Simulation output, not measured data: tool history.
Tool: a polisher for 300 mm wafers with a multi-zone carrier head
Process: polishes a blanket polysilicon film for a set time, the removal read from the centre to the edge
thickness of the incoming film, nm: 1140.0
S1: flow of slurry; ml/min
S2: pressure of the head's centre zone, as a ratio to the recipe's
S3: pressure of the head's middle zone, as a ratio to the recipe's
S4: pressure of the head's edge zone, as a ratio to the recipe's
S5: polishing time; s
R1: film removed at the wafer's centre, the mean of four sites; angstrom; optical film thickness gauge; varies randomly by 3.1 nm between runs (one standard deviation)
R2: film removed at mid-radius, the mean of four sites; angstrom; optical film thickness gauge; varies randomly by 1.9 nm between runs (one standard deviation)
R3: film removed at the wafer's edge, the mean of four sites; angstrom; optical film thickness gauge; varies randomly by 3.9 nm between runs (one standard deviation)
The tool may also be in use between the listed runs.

run,hour,S1,S2,S3,S4,S5,R1,R2,R3
1,0,145,1,1,1,59,3075.5,2915.6,3051.1
2,8.7,145,1.06,1,1,59,3265.7,2893.5,3061
3,11.4,180,1.06,1,1,59,3324.6,3032.4,3212.7
4,18,180,1.06,1.08,1,59,3336.1,3215.4,3115.6
5,21.5,180,1.06,1.08,1,51,2937.9,2776.2,2704.9
6,28.9,180,1.06,1.08,0.95,51,2963,2743.3,2627.9
7,35,180,1.06,1.07,0.96,51,2937.6,2781.7,2652
8,38.2,175,1.1,0.97,1.06,52,3093.8,2601.5,2871.6

Run 9 has not been measured yet. What should we expect?
9,42.7,175,1.09,0.98,1.06,52,?,?,?

{"run 9": {"R1": 3039.3, "R2": 2582.2, "R3": 2800.1}}
